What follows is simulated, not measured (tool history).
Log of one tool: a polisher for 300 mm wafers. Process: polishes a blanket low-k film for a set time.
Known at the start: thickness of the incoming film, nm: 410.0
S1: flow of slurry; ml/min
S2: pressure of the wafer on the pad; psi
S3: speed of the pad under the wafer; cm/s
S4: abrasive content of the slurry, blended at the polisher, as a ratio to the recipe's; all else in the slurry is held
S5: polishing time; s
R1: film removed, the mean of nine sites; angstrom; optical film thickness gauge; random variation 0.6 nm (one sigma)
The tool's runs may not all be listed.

run  hour   S1   S2   S3  S4   S5      R1
  1     0  310  2.2  126   1  112  674.04
  2   4.8  310    2  124   1  112  609.64
  3   7.5  310    2   94   1  112  486.19
  4   9.9  310    2   94   1  117  514.25
  5  11.7  310  2.5   94   1  117  638.97
  6  14.4  310  2.3   94   1  117  586.22

Run 7 comes next. What will it give?
  7  15.2  310  2.2  94   1  117   ?

{"run 7": {"R1": 572.43}}
